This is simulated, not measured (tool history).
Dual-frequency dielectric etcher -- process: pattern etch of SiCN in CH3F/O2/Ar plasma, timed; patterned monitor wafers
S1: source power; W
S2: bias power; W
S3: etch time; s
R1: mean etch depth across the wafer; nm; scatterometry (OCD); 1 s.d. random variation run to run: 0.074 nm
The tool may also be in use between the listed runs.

run,hour,S1,S2,S3,R1
1,0.0,540,73,35.5,14.349
2,8.7,580,74,35.5,14.623
3,10.4,610,76,35.5,15.106
4,17.1,640,77,35.5,15.196
5,20.6,640,77,32.5,13.921
6,27.3,640,77,35.5,15.178
# hour 35.4: source power generator calibrated
7,35.4,660,79,35.5,15.406

Estimate the outcome of run 8 from the log above:
8,38.1,680,81,35.5,?

Run 8 yielded R1 15.663 nm.
